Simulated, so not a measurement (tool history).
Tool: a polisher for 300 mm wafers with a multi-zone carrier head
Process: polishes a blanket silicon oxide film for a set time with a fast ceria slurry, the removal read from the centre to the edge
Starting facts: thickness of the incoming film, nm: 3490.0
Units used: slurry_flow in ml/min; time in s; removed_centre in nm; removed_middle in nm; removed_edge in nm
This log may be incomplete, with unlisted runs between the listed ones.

Run 1, day 0: slurry_flow 155 ml/min, centre_zone 1, middle_zone 1, edge_zone 1, time 85 s. Result: removed_centre 1126 nm, removed_middle 1173 nm, removed_edge 1125.8 nm.
Run 2, day 0.317: slurry_flow 155 ml/min, centre_zone 1, middle_zone 1.08, edge_zone 1, time 85 s. Result: removed_centre 1149.4 nm, removed_middle 1267.1 nm, removed_edge 1118.9 nm.
Run 3, day 0.4: slurry_flow 155 ml/min, centre_zone 0.94, middle_zone 1.08, edge_zone 1, time 85 s. Result: removed_centre 1098.3 nm, removed_middle 1244.4 nm, removed_edge 1112.1 nm.
Run 4, day 0.742: slurry_flow 145 ml/min, centre_zone 0.91, middle_zone 1.1, edge_zone 0.98, time 83 s. Result: removed_centre 1023.2 nm, removed_middle 1210.7 nm, removed_edge 1088.8 nm.
Run 5, day 0.921: slurry_flow 145 ml/min, centre_zone 0.91, middle_zone 1.17, edge_zone 0.98, time 83 s. Result: removed_centre 1020.5 nm, removed_middle 1287.1 nm, removed_edge 1075.2 nm.
Run 6, day 1.188: slurry_flow 145 ml/min, centre_zone 0.91, middle_zone 1.17, edge_zone 0.95, time 83 s. Result: removed_centre 1028.2 nm, removed_middle 1312.7 nm, removed_edge 1053.9 nm.

Forecast run 7:
Run 7, day 1.429: slurry_flow 110 ml/min, centre_zone 0.83, middle_zone 1.07, edge_zone 0.87, time 75 s. Result: removed_centre ?, removed_middle ?, removed_edge ?.

Run 7 gave removed_centre 817.99 nm, removed_middle 1014.3 nm, removed_edge 906.12 nm.
